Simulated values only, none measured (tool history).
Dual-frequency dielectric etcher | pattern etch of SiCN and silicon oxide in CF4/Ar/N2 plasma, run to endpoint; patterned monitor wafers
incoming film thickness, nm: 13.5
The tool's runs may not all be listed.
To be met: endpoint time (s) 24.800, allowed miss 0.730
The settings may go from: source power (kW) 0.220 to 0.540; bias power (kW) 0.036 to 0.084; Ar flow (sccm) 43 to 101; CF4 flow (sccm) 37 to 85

run  hour  source power (kW)  bias power (kW)  Ar flow (sccm)  CF4 flow (sccm)  endpoint time (s)
  1   0.0              0.380            0.060              72               61             18.049
  2   6.6              0.380            0.068              72               61             17.336
  3  10.6              0.380            0.068              68               61             17.242
  4  17.4              0.380            0.068              75               61             17.257
  5  21.1              0.330            0.068              75               61             19.382
  6  27.5              0.300            0.067              75               61             21.175
  7  36.3              0.280            0.067              75               61             22.283
  8  44.8              0.270            0.067              75               61             22.896
  9  53.8              0.260            0.067              75               61             23.751

Which of these 5 next moves meets every target?
  A  62.8              0.250            0.063              73               55                  ?
  B  62.8              0.270            0.073              74               60                  ?
  C  62.8              0.280            0.069              79               67                  ?
  D  62.8              0.290            0.066              78               65                  ?
  E  62.8              0.290            0.069              76               54                  ?

move  endpoint time (s)
   A             25.048
   B             22.419
   C             22.149
   D             21.902
   E             22.108
A: meets every target
B: further off than the last run
C: further off than the last run
D: further off than the last run
E: further off than the last run
The right move is A.

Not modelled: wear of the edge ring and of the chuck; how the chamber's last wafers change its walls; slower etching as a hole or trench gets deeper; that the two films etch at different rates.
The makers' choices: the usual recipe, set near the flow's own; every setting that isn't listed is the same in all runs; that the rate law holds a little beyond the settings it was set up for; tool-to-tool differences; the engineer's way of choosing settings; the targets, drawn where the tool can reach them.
